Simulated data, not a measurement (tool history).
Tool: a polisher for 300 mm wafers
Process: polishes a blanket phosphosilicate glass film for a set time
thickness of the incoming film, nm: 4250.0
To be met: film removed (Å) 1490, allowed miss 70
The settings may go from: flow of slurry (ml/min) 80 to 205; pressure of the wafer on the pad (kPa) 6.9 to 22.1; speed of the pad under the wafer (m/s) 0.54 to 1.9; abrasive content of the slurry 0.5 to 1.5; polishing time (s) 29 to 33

run	hour	flow of slurry (ml/min)	pressure of the wafer on the pad (kPa)	speed of the pad under the wafer (m/s)	abrasive content of the slurry	polishing time (s)	film removed (Å)
1	0	135	14.5	1.22	1	33	2227.6
2	3.9	135	14.5	1.22	1.1	33	2305.1
3	10.1	135	14.5	1.22	1.1	33	2274.8
4	13.5	135	14.5	1.22	1.1	29	2033.5
5	16.9	135	14.5	1.5	1.1	29	2343.8
6	19.5	135	13.8	1.5	1.1	29	2279.4
7	20.7	135	13.1	1.5	1.1	29	2124.4
8	23	135	12.4	1.5	1.1	29	2026.2
9	31.5	135	11.7	1.5	1.1	29	1863.4
# hour 33.2: head pressure recalibrated
10	33.2	135	11.7	1.5	1.1	29	1719.7
11	42.1	130	11	1.5	1.1	29	1625.2
12	42.7	120	11	1.5	1.1	29	1594.5

5 next moves are on the table. One of them brings every result within its allowed miss. Which?
A	43.3	105	11.7	1.38	1.05	29	?
B	43.3	120	8.3	1.46	1.15	31	?
C	43.3	130	7.6	1.5	1.15	32	?
D	43.3	125	9.7	1.38	1.15	29	?
E	43.3	110	10.3	1.38	1.2	33	?

move	film removed (Å)
A	1511.8
B	1295.5
C	1275
D	1360.5
E	1642.4
A: meets every target
B: takes the result that was furthest off past its target
C: takes the result that was furthest off past its target
D: takes the result that was furthest off past its target
E: further off than the last run
The right move is A.
